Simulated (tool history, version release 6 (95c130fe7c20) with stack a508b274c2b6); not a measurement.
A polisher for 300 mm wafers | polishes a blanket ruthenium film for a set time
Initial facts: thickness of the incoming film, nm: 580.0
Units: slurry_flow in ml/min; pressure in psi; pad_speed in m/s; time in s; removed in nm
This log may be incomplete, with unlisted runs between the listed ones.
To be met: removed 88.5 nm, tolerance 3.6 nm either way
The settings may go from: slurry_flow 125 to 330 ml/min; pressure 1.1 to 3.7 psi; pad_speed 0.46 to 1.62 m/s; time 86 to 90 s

{"run": 1, "hour": 0.0, "slurry_flow": 210, "pressure": 2.4, "pad_speed": 1.04, "time": 86, "removed": 145.97}
{"run": 2, "hour": 7.0, "slurry_flow": 210, "pressure": 2.4, "pad_speed": 1.04, "time": 90, "removed": 145.74}
{"run": 3, "hour": 10.6, "slurry_flow": 210, "pressure": 2.2, "pad_speed": 1.04, "time": 90, "removed": 139.69}
{"run": 4, "hour": 14.4, "slurry_flow": 210, "pressure": 2.5, "pad_speed": 1.04, "time": 90, "removed": 150.61}
{"run": 5, "hour": 18.9, "slurry_flow": 210, "pressure": 2.3, "pad_speed": 1.02, "time": 90, "removed": 135.86}
{"run": 6, "hour": 26.1, "slurry_flow": 210, "pressure": 2.2, "pad_speed": 1.02, "time": 90, "removed": 135.63}
{"run": 7, "hour": 28.0, "slurry_flow": 210, "pressure": 2, "pad_speed": 1, "time": 90, "removed": 122.94}
{"run": 8, "hour": 36.6, "slurry_flow": 210, "pressure": 1.9, "pad_speed": 1, "time": 90, "removed": 113.56}
{"run": 9, "hour": 42.8, "slurry_flow": 210, "pressure": 1.8, "pad_speed": 1, "time": 90, "removed": 109.15}
{"run": 10, "hour": 51.5, "slurry_flow": 210, "pressure": 1.7, "pad_speed": 1, "time": 90, "removed": 104.85}
{"run": 11, "hour": 52.8, "slurry_flow": 210, "pressure": 1.6, "pad_speed": 1, "time": 90, "removed": 96.645}

Consider the 4 candidate settings below. Which is the only one whose results all fall within their allowed miss of target?
{"run": "A", "hour": 54.1, "slurry_flow": 175, "pressure": 1.5, "pad_speed": 0.96, "time": 87, "removed": "?"}
{"run": "B", "hour": 54.1, "slurry_flow": 225, "pressure": 1.6, "pad_speed": 0.96, "time": 86, "removed": "?"}
{"run": "C", "hour": 54.1, "slurry_flow": 275, "pressure": 2, "pad_speed": 0.9, "time": 88, "removed": "?"}
{"run": "D", "hour": 54.1, "slurry_flow": 235, "pressure": 1.5, "pad_speed": 1.24, "time": 90, "removed": "?"}

move=A removed=82.289
move=B removed=89.84
move=C removed=109.53
move=D removed=113.98
A: the result that was furthest off in the last run now lies on the other side of its target
B: all results in spec
C: further off than the last run
D: further off than the last run
Move B is the one to make.

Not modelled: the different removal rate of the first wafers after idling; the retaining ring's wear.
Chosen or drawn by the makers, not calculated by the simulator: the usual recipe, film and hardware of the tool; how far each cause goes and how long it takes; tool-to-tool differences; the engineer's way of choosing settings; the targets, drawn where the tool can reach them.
